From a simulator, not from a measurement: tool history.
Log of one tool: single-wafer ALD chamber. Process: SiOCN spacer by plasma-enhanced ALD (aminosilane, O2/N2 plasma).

run  hour  heater temperature setpoint (K)  number of ALD cycles (cycles)  mean film thickness on the monitor wafer (angstrom)
  1   0.0                           653.15                             83                                               52.579
  2   3.7                           646.15                             83                                               53.248
  3   7.9                           655.15                             83                                               52.808
  4  14.7                           655.15                             79                                               50.357
  5  21.3                           655.15                             86                                               54.492
  6  23.8                           655.15                             81                                               51.792
  7  32.0                           655.15                             94                                               59.597
  8  38.6                           655.15                             94                                               59.793

Run 9 comes next. What will it give?
  9  47.1                           655.15                             96                                                    ?

mean film thickness on the monitor wafer (angstrom): 61.582

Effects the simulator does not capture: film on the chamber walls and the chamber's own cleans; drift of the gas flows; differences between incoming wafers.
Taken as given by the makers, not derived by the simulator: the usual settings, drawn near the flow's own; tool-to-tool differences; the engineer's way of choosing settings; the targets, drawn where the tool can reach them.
